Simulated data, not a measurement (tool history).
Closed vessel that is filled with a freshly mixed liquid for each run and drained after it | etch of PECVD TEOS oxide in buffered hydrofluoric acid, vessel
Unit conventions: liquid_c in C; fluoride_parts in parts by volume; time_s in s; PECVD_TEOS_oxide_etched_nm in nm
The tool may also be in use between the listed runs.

run 1 hour=0 | liquid_c=22 fluoride_parts=9 time_s=90 | PECVD_TEOS_oxide_etched_nm=104.1
run 2 hour=7.8 | liquid_c=24.5 fluoride_parts=9 time_s=90 | PECVD_TEOS_oxide_etched_nm=119.33
run 3 hour=11.6 | liquid_c=26.5 fluoride_parts=9 time_s=90 | PECVD_TEOS_oxide_etched_nm=132.53
run 4 hour=20.4 | liquid_c=27.5 fluoride_parts=9 time_s=90 | PECVD_TEOS_oxide_etched_nm=140.04
run 5 hour=25.8 | liquid_c=27.5 fluoride_parts=9 time_s=90 | PECVD_TEOS_oxide_etched_nm=139.36
run 6 hour=30.1 | liquid_c=28.5 fluoride_parts=9 time_s=90 | PECVD_TEOS_oxide_etched_nm=149.25

Predict the results of run 7:
run 7 hour=33 | liquid_c=29 fluoride_parts=9 time_s=90 | PECVD_TEOS_oxide_etched_nm=?

For run 7 the tool returned PECVD_TEOS_oxide_etched_nm 150.03 nm.
